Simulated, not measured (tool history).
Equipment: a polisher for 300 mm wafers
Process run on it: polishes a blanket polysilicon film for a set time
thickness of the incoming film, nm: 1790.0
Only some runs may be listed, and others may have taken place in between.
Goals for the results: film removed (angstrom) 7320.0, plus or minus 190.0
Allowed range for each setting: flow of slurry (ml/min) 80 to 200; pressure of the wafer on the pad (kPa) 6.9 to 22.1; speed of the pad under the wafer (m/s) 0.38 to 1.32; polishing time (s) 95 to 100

run,hour,flow of slurry (ml/min),pressure of the wafer on the pad (kPa),speed of the pad under the wafer (m/s),polishing time (s),film removed (angstrom)
1,0.0,130,14.5,0.84,95,4607.8
2,6.1,130,14.5,0.84,100,4841.3
3,12.2,130,14.5,0.84,95,4589.4
4,18.3,130,11.0,0.84,95,3469.7
5,26.4,130,11.0,1.00,95,4096.5
6,29.4,135,12.4,1.00,95,4602.2
# hour 36.8: worn pad replaced by a new one
7,36.8,140,13.1,1.00,95,5442.4
8,42.0,145,13.1,1.00,95,5553.9
9,45.4,150,13.1,1.00,95,5614.0
10,46.8,160,13.1,1.00,95,5562.0
11,53.6,165,13.8,1.00,95,5858.8
12,56.1,170,14.5,1.00,95,6157.3
13,59.8,175,14.5,1.00,95,6266.7
14,61.5,180,14.5,1.00,95,6233.8
15,65.7,185,15.9,1.00,95,6916.2

Of the 5 settings listed for the next run, only one would bring every result within its allowed miss of target. Which one?
A,69.9,200,20.0,0.82,95,?
B,69.9,145,14.5,1.32,95,?
C,69.9,180,16.5,1.06,98,?
D,69.9,190,16.5,1.04,97,?
E,69.9,200,16.5,1.04,98,?

move,film removed (angstrom)
A,7344.9
B,7896.1
C,7813.0
D,7652.2
E,7778.3
A: meets every target
B: takes the result that was furthest off past its target
C: takes the result that was furthest off past its target
D: takes the result that was furthest off past its target
E: takes the result that was furthest off past its target
A is the move that brings every result within its allowed miss.
